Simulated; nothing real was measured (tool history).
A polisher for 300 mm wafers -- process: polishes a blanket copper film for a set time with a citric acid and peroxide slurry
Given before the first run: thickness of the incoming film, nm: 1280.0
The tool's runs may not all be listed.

| run | hour | flow of slurry (ml/min) | pressure of the wafer on the pad (kPa) | speed of the pad under the wafer (m/s) | abrasive content of the slurry | polishing time (s) | film removed (angstrom) |
|---|---|---|---|---|---|---|---|
| 1 | 0 | 140 | 15.9 | 0.98 | 1 | 28 | 481.65 |
| 2 | 1.8 | 140 | 16.5 | 0.98 | 1 | 28 | 496.69 |
| 3 | 4.6 | 140 | 17.2 | 0.98 | 1 | 28 | 520.66 |
| 4 | 8 | 140 | 17.2 | 0.98 | 1 | 28 | 521.22 |
| 5 | 14.2 | 140 | 17.2 | 1.1 | 1 | 28 | 582.13 |
| 6 | 15.2 | 140 | 17.2 | 1.1 | 1 | 28 | 561.62 |

What will run 7 give?
|  | 17.8 | worn pad replaced by a new one |
| 7 | 17.8 | 140 | 17.9 | 1.1 | 1 | 28 | ? |

film removed (angstrom): 657.58

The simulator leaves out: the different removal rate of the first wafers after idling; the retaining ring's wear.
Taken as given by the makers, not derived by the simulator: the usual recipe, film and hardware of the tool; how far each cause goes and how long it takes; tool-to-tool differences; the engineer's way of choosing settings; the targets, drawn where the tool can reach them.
